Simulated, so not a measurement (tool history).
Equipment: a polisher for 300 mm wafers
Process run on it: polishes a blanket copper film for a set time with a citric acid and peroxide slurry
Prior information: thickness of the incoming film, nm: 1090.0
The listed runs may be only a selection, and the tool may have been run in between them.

run	hour	flow of slurry (ml/min)	pressure of the wafer on the pad (kPa)	speed of the pad under the wafer (cm/s)	abrasive content of the slurry	polishing time (s)	film removed (nm)
1	0	160	20.7	84	1	69	143.51
2	6.2	160	20.7	84	1.1	69	146.95
3	8.4	160	20.7	96	1.1	69	163.94
4	14.5	160	18.6	96	1.1	69	152.6
5	22.5	160	18.6	78	1.1	69	131.96
6	29.9	160	22.1	78	1.1	69	148.62
7	34.7	160	20.7	78	1.1	69	144.13
8	43	160	20.7	78	1.1	69	137.83

Run 9 comes next. What will it give?
9	48.4	160	20	78	1.1	69	?

film removed (nm): 138.92
